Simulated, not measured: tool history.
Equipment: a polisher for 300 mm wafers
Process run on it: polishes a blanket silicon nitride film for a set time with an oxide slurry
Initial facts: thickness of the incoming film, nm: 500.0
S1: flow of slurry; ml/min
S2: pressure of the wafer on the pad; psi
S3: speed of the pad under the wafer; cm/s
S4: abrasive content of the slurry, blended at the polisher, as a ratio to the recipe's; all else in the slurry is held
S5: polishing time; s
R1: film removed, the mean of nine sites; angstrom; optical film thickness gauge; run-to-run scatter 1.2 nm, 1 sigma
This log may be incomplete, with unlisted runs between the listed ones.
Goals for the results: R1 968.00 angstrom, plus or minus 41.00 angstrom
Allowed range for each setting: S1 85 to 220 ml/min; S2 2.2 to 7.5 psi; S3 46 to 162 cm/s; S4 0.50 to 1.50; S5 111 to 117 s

Run 1, hour 0.0: S1 140 ml/min, S2 4.8 psi, S3 104 cm/s, S4 1.00, S5 111 s. Result: R1 1161.30 angstrom.
Run 2, hour 5.8: S1 140 ml/min, S2 4.7 psi, S3 104 cm/s, S4 1.00, S5 111 s. Result: R1 1158.40 angstrom.
Run 3, hour 11.6: S1 140 ml/min, S2 4.7 psi, S3 104 cm/s, S4 1.00, S5 111 s. Result: R1 1190.60 angstrom.
Run 4, hour 12.4: S1 140 ml/min, S2 5.4 psi, S3 104 cm/s, S4 1.00, S5 111 s. Result: R1 1337.60 angstrom.
Run 5, hour 13.8: S1 115 ml/min, S2 5.4 psi, S3 104 cm/s, S4 1.00, S5 111 s. Result: R1 1269.20 angstrom.
Run 6, hour 17.8: S1 115 ml/min, S2 5.2 psi, S3 104 cm/s, S4 1.00, S5 111 s. Result: R1 1239.00 angstrom.
Run 7, hour 19.5: S1 115 ml/min, S2 5.0 psi, S3 104 cm/s, S4 1.00, S5 111 s. Result: R1 1198.00 angstrom.
Run 8, hour 27.2: S1 110 ml/min, S2 3.8 psi, S3 102 cm/s, S4 1.00, S5 111 s. Result: R1 886.66 angstrom.
Run 9, hour 33.0: S1 115 ml/min, S2 3.8 psi, S3 102 cm/s, S4 1.00, S5 111 s. Result: R1 902.30 angstrom.

4 candidate next runs follow, results not yet known. Just one meets every target within its allowed miss. Identify it.
Run A, hour 38.8: S1 125 ml/min, S2 4.1 psi, S3 104 cm/s, S4 0.80, S5 117 s. Result: R1 ?.
Run B, hour 38.8: S1 120 ml/min, S2 3.6 psi, S3 104 cm/s, S4 0.95, S5 112 s. Result: R1 ?.
Run C, hour 38.8: S1 100 ml/min, S2 3.5 psi, S3 104 cm/s, S4 1.00, S5 114 s. Result: R1 ?.
Run D, hour 38.8: S1 90 ml/min, S2 3.6 psi, S3 100 cm/s, S4 0.95, S5 117 s. Result: R1 ?.

move      R1
   A  951.23
   B  858.27
   C  827.21
   D  802.64
A: meets every target
B: moves away from the targets compared with the last run
C: moves away from the targets compared with the last run
D: moves away from the targets compared with the last run
Correct choice: A, which meets every target
